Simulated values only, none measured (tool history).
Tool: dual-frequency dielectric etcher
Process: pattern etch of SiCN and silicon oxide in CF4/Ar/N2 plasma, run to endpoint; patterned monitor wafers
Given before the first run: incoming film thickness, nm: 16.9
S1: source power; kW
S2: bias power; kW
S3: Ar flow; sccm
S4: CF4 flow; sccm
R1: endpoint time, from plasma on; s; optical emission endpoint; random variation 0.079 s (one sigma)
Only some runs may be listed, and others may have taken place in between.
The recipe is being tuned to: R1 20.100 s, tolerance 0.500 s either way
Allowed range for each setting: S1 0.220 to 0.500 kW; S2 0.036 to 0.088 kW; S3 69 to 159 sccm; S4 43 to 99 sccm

{"run": 1, "hour": 0.0, "S1": 0.36, "S2": 0.062, "S3": 114, "S4": 71, "R1": 25.392}
{"run": 2, "hour": 5.4, "S1": 0.36, "S2": 0.062, "S3": 114, "S4": 58, "R1": 25.883}
{"run": 3, "hour": 12.6, "S1": 0.31, "S2": 0.062, "S3": 114, "S4": 58, "R1": 30.307}
{"run": 4, "hour": 19.6, "S1": 0.37, "S2": 0.062, "S3": 114, "S4": 58, "R1": 25.158}
{"run": 5, "hour": 22.8, "S1": 0.37, "S2": 0.062, "S3": 128, "S4": 58, "R1": 25.784}
{"run": 6, "hour": 24.6, "S1": 0.37, "S2": 0.062, "S3": 135, "S4": 58, "R1": 26.074}
{"run": 7, "hour": 30.2, "S1": 0.38, "S2": 0.062, "S3": 135, "S4": 58, "R1": 25.495}
{"run": 8, "hour": 38.7, "S1": 0.45, "S2": 0.065, "S3": 134, "S4": 58, "R1": 21.297}
{"run": 9, "hour": 43.7, "S1": 0.46, "S2": 0.065, "S3": 134, "S4": 58, "R1": 20.751}

Exercise: of the 5 proposed moves below, exactly one satisfies all targets within the stated allowed misses. Which move is it?
{"run": "A", "hour": 48.7, "S1": 0.48, "S2": 0.063, "S3": 155, "S4": 47, "R1": "?"}
{"run": "B", "hour": 48.7, "S1": 0.44, "S2": 0.065, "S3": 124, "S4": 53, "R1": "?"}
{"run": "C", "hour": 48.7, "S1": 0.45, "S2": 0.06, "S3": 131, "S4": 62, "R1": "?"}
{"run": "D", "hour": 48.7, "S1": 0.43, "S2": 0.066, "S3": 130, "S4": 73, "R1": "?"}
{"run": "E", "hour": 48.7, "S1": 0.45, "S2": 0.078, "S3": 128, "S4": 47, "R1": "?"}

move=A R1=21.544
move=B R1=21.665
move=C R1=21.586
move=D R1=21.195
move=E R1=20.197
A: the biggest miss grows against the last run
B: the biggest miss grows against the last run
C: the biggest miss grows against the last run
D: the biggest miss grows against the last run
E: meets every target
E is the move that brings every result within its allowed miss.
